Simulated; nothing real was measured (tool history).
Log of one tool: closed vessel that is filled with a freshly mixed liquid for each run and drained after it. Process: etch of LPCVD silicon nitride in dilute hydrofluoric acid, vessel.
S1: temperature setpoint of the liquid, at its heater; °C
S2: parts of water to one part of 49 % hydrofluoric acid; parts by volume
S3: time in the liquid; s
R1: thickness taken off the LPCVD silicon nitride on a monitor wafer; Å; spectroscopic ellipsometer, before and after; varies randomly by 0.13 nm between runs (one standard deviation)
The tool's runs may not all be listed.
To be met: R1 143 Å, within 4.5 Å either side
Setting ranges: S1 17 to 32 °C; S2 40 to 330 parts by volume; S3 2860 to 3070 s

{"run": 1, "hour": 0.0, "S1": 24, "S2": 185, "S3": 2860, "R1": 89.518}
{"run": 2, "hour": 1.5, "S1": 26.5, "S2": 185, "S3": 2860, "R1": 105.1}
{"run": 3, "hour": 3.0, "S1": 23.5, "S2": 185, "S3": 2860, "R1": 86.172}
{"run": 4, "hour": 5.4, "S1": 24.5, "S2": 185, "S3": 2860, "R1": 93.149}
{"run": 5, "hour": 11.0, "S1": 25.5, "S2": 185, "S3": 2860, "R1": 98.945}
{"run": 6, "hour": 18.4, "S1": 26, "S2": 185, "S3": 2860, "R1": 100.85}
{"run": 7, "hour": 25.6, "S1": 27, "S2": 185, "S3": 2860, "R1": 107.67}
{"run": 8, "hour": 28.7, "S1": 27.5, "S2": 185, "S3": 2860, "R1": 112.3}

Which single option among these 4 for the next run brings every result within its allowed miss of target? Just one does.
{"run": "A", "hour": 31.8, "S1": 29, "S2": 190, "S3": 2930, "R1": "?"}
{"run": "B", "hour": 31.8, "S1": 28.5, "S2": 160, "S3": 2945, "R1": "?"}
{"run": "C", "hour": 31.8, "S1": 28.5, "S2": 175, "S3": 3070, "R1": "?"}
{"run": "D", "hour": 31.8, "S1": 28, "S2": 160, "S3": 2860, "R1": "?"}

move=A R1=121.88
move=B R1=141.66
move=C R1=134.79
move=D R1=133.45
A: closer than the last run, but not yet in spec
B: in spec on every target
C: closer than the last run, but not yet in spec
D: closer than the last run, but not yet in spec
B meets every target.
